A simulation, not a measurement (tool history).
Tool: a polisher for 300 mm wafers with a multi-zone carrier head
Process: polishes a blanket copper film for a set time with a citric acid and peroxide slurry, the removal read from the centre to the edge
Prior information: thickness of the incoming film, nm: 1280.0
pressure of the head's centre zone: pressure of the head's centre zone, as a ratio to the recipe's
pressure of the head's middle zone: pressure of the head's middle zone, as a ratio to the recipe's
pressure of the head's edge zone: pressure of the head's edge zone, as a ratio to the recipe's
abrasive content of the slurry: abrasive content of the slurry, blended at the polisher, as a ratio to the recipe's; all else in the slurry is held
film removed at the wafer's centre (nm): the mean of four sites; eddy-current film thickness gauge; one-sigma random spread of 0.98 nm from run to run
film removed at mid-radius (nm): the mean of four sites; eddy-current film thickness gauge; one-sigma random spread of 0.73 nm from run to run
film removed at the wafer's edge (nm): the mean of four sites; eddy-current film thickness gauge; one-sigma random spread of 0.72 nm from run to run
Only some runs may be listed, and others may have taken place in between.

run,day,flow of slurry (ml/min),pressure of the head's centre zone,pressure of the head's middle zone,pressure of the head's edge zone,abrasive content of the slurry,polishing time (s),film removed at the wafer's centre (nm),film removed at mid-radius (nm),film removed at the wafer's edge (nm)
1,0,175,1,1,1,1,59,158.93,152.58,151.06
2,0.367,170,0.99,0.98,0.97,0.9,57,143.58,141.47,140.91
3,0.604,170,1,0.96,0.95,0.85,55,141.6,131.87,132.72
4,0.667,150,1,0.96,0.95,0.85,55,133.83,130.67,130.18
5,0.821,150,1,0.94,0.93,0.8,54,132.1,123.66,123.94
6,0.904,150,1,0.94,0.93,0.7,54,128.24,122.08,121.37
7,1.038,130,0.98,0.84,0.83,0.5,47,99.08,93.025,92.353

What does the tool deliver on the next run?
8,1.254,130,0.98,0.84,0.83,0.5,47,?,?,?

Run 8 yielded film removed at the wafer's centre (nm) 97.672, film removed at mid-radius (nm) 90.088, film removed at the wafer's edge (nm) 92.383.

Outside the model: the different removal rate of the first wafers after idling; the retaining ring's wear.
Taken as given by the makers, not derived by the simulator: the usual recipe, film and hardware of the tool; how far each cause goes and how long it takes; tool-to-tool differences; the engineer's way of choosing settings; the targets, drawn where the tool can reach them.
